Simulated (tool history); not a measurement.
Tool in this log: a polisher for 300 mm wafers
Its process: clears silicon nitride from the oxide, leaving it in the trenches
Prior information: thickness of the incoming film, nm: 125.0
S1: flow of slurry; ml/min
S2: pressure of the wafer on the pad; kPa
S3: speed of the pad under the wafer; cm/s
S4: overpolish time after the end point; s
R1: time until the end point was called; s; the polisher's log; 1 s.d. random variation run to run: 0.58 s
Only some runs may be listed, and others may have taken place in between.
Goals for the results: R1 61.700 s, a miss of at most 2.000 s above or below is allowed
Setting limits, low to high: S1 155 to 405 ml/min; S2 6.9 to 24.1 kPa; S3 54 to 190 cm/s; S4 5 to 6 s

run    day   S1    S2   S3  S4       R1
  1  0.000  260  15.2  122   6  139.540
  2  0.271  260  15.2  122   6  141.620
  3  0.362  260  15.2  110   6  155.910
  4  0.721  260  17.2  110   6  139.040
  5  1.071  260  18.6  118   6  120.390
  6  1.312  260  19.3  124   6  110.280
  7  1.350  275  23.4  158   6   71.378
  8  1.446  275  23.4  160   6   71.529
  9  1.708  275  23.4  162   6   71.351
 10  1.975  275  23.4  162   6   69.458
 11  2.062  275  23.4  164   6   68.427
 12  2.221  275  23.4  166   6   69.305

Pick the move, out of 4, that brings all results within their allowed miss; only one does.
  A  2.379  285  24.1  188   5   ?
  B  2.379  270  19.3  190   6   ?
  C  2.379  195  24.1  184   6   ?
  D  2.379  310  22.8  136   5   ?

move      R1
   A  59.086
   B  73.082
   C  62.544
   D  85.300
A: moves the result that the last run missed by most past its target, out the other side
B: misses by more than the last run did
C: each result inside its tolerance
D: misses by more than the last run did
Move C is the one to make.
